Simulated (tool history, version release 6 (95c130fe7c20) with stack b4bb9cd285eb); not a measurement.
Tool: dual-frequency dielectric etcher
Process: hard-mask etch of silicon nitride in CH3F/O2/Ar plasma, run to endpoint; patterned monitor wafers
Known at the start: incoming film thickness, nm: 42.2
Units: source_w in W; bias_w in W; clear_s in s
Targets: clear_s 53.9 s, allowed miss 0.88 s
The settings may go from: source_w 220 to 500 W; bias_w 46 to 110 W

run	day	source_w	bias_w	clear_s
1	0	360	78	63.348
2	0.338	310	78	66.955
3	0.654	310	84	65.423
4	0.925	360	85	61.283
5	1.142	340	85	62.499
6	1.283	370	85	61.011
7	1.346	400	86	59.327
8	1.475	430	87	56.984

5 next moves are on the table. One of them brings every result within its allowed miss. Which?
A	1.604	380	76	?
B	1.604	430	86	?
C	1.604	400	72	?
D	1.604	470	103	?
E	1.604	470	92	?

move	clear_s
A	63.003
B	57.63
C	62.94
D	52.3
E	54.443
A: further off than the last run
B: further off than the last run
C: further off than the last run
D: takes the result that was furthest off past its target
E: meets every target
Answer: E
